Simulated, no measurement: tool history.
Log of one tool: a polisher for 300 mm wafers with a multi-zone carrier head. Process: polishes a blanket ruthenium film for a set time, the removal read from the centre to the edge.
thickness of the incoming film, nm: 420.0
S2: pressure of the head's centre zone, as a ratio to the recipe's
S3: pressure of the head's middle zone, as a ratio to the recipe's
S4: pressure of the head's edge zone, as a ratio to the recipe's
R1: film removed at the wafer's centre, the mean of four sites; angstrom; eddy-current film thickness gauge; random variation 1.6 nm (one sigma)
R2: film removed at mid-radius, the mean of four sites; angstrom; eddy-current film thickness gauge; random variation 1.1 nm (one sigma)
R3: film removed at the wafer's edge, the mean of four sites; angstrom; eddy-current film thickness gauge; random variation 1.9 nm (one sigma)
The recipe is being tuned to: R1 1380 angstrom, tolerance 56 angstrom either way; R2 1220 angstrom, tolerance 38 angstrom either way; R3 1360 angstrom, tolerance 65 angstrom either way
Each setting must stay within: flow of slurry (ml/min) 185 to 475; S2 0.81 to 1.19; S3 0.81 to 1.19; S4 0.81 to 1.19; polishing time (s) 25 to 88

Run 1, day 0: flow of slurry (ml/min) 305, S2 1, S3 1, S4 1, polishing time (s) 56. Result: R1 987.05 angstrom, R2 959.04 angstrom, R3 978.97 angstrom.
Run 2, day 0.317: flow of slurry (ml/min) 305, S2 1, S3 1, S4 1, polishing time (s) 44. Result: R1 766.62 angstrom, R2 765.15 angstrom, R3 771.78 angstrom.
Run 3, day 0.442: flow of slurry (ml/min) 305, S2 1.08, S3 1, S4 1, polishing time (s) 44. Result: R1 834.3 angstrom, R2 764.83 angstrom, R3 767.98 angstrom.
Run 4, day 0.758: flow of slurry (ml/min) 305, S2 1.08, S3 1, S4 1.02, polishing time (s) 47. Result: R1 901.69 angstrom, R2 806.2 angstrom, R3 817.08 angstrom.
Run 5, day 1.004: flow of slurry (ml/min) 305, S2 1.08, S3 1, S4 1.02, polishing time (s) 36. Result: R1 670.63 angstrom, R2 614.22 angstrom, R3 631.53 angstrom.
Run 6, day 1.179: flow of slurry (ml/min) 305, S2 1.07, S3 0.99, S4 1.02, polishing time (s) 40. Result: R1 748.34 angstrom, R2 689.69 angstrom, R3 703.87 angstrom.
Run 7, day 1.246: flow of slurry (ml/min) 305, S2 1.07, S3 0.99, S4 1.02, polishing time (s) 40. Result: R1 755.2 angstrom, R2 686.52 angstrom, R3 706.18 angstrom.
Run 8, day 1.429: flow of slurry (ml/min) 305, S2 1.06, S3 0.99, S4 1.03, polishing time (s) 44. Result: R1 812.87 angstrom, R2 750.05 angstrom, R3 759.76 angstrom.
Run 9, day 1.671: flow of slurry (ml/min) 300, S2 1.05, S3 0.97, S4 1.02, polishing time (s) 48. Result: R1 883.81 angstrom, R2 820.4 angstrom, R3 843.55 angstrom.
Run 10, day 2.033: flow of slurry (ml/min) 300, S2 1.05, S3 0.95, S4 1.03, polishing time (s) 50. Result: R1 931.4 angstrom, R2 823.71 angstrom, R3 886.24 angstrom.
Run 11, day 2.083: flow of slurry (ml/min) 300, S2 1.04, S3 0.95, S4 1.03, polishing time (s) 53. Result: R1 979.28 angstrom, R2 860.79 angstrom, R3 947.83 angstrom.
Run 12, day 2.254: flow of slurry (ml/min) 300, S2 1.04, S3 0.95, S4 1.03, polishing time (s) 55. Result: R1 1001.2 angstrom, R2 908.3 angstrom, R3 984.98 angstrom.
Run 13, day 2.312: flow of slurry (ml/min) 300, S2 1.04, S3 0.95, S4 1.03, polishing time (s) 55. Result: R1 997.45 angstrom, R2 912.82 angstrom, R3 1007.5 angstrom.
Run 14, day 2.554: flow of slurry (ml/min) 300, S2 1.05, S3 0.95, S4 1.03, polishing time (s) 57. Result: R1 1037.8 angstrom, R2 931.7 angstrom, R3 994.27 angstrom.
Run 15, day 2.596: flow of slurry (ml/min) 300, S2 1.05, S3 0.95, S4 1.03, polishing time (s) 59. Result: R1 1092.3 angstrom, R2 978.1 angstrom, R3 1047.9 angstrom.
Run 16, day 2.738: flow of slurry (ml/min) 300, S2 1.05, S3 0.95, S4 1.03, polishing time (s) 61. Result: R1 1132.4 angstrom, R2 1005.7 angstrom, R3 1069.8 angstrom.

Pick the move, out of 5, that brings all results within their allowed miss; only one does.
Run A, day 2.879: flow of slurry (ml/min) 315, S2 0.96, S3 0.81, S4 1.1, polishing time (s) 84. Result: R1 ?, R2 ?, R3 ?.
Run B, day 2.879: flow of slurry (ml/min) 295, S2 0.9, S3 1.14, S4 1.01, polishing time (s) 66. Result: R1 ?, R2 ?, R3 ?.
Run C, day 2.879: flow of slurry (ml/min) 225, S2 1.02, S3 0.9, S4 0.98, polishing time (s) 80. Result: R1 ?, R2 ?, R3 ?.
Run D, day 2.879: flow of slurry (ml/min) 265, S2 1.13, S3 0.86, S4 0.98, polishing time (s) 75. Result: R1 ?, R2 ?, R3 ?.
Run E, day 2.879: flow of slurry (ml/min) 215, S2 0.95, S3 1.06, S4 1.1, polishing time (s) 52. Result: R1 ?, R2 ?, R3 ?.

move      R1      R2      R3
   A  1397.7  1214.3  1521.3
   B  1024.5  1263.6  1150.2
   C  1362.1  1217.7  1354.9
   D  1444.3  1119.1  1288.5
   E  819.99  903.52   910.4
A: the furthest-off result lands on target, but another misses its tolerance
B: takes the result that was furthest off past its target
C: hits every target within its allowed miss
D: closes in on the targets versus the last run, not all within tolerance yet
E: its largest miss is bigger than the last run's
C meets every target.
